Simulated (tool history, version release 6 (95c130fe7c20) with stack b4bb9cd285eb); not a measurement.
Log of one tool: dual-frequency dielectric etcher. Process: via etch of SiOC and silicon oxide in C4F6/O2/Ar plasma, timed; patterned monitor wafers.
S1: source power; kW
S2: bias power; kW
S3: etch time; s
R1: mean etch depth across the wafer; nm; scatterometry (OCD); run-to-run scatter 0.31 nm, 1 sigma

| run | hour | S1 | S2 | S3 | R1 |
|---|---|---|---|---|---|
| 1 | 0.0 | 0.270 | 0.179 | 35.5 | 39.996 |
| 2 | 2.9 | 0.270 | 0.167 | 35.5 | 39.254 |
| 3 | 3.5 | 0.300 | 0.178 | 35.5 | 41.761 |
| 4 | 6.6 | 0.300 | 0.151 | 35.5 | 39.890 |
| 5 | 9.8 | 0.300 | 0.151 | 35.5 | 39.593 |
| 6 | 14.4 | 0.320 | 0.164 | 35.5 | 41.730 |

For run 7, what comes out?
|  | 18.6 | wet clean of the chamber |
| 7 | 18.6 | 0.340 | 0.175 | 35.5 | ? |

R1: 42.559 nm
